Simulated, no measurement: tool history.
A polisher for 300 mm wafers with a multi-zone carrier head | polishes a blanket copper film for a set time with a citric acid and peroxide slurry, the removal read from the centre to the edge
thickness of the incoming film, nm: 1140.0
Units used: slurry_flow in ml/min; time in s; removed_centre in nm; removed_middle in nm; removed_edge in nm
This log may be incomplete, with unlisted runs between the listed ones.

run,hour,slurry_flow,centre_zone,middle_zone,edge_zone,slurry_solids,time,removed_centre,removed_middle,removed_edge
1,0.0,190,1.00,1.00,1.00,1.00,82,341.06,333.73,328.60
2,4.7,185,0.98,0.99,0.99,0.95,81,326.10,320.01,316.08
3,13.5,180,0.96,0.98,0.99,0.90,80,314.32,308.54,312.47
4,21.7,180,0.96,0.98,0.99,0.90,95,370.88,362.89,368.87
5,27.6,180,0.96,0.98,0.99,0.90,78,304.44,300.01,300.94
6,31.0,180,0.96,0.98,0.96,0.90,78,302.87,300.00,295.73
# hour 39.3: centre zone pressure recalibrated
7,39.3,175,0.94,0.97,0.95,0.85,78,278.18,290.60,294.78
8,44.9,175,0.94,0.97,0.95,0.85,78,283.04,289.70,284.95

Run 9 comes next. What will it give?
9,51.8,170,0.93,0.96,0.94,0.85,78,?,?,?

removed_centre: 275.25 nm
removed_middle: 287.10 nm
removed_edge: 297.06 nm

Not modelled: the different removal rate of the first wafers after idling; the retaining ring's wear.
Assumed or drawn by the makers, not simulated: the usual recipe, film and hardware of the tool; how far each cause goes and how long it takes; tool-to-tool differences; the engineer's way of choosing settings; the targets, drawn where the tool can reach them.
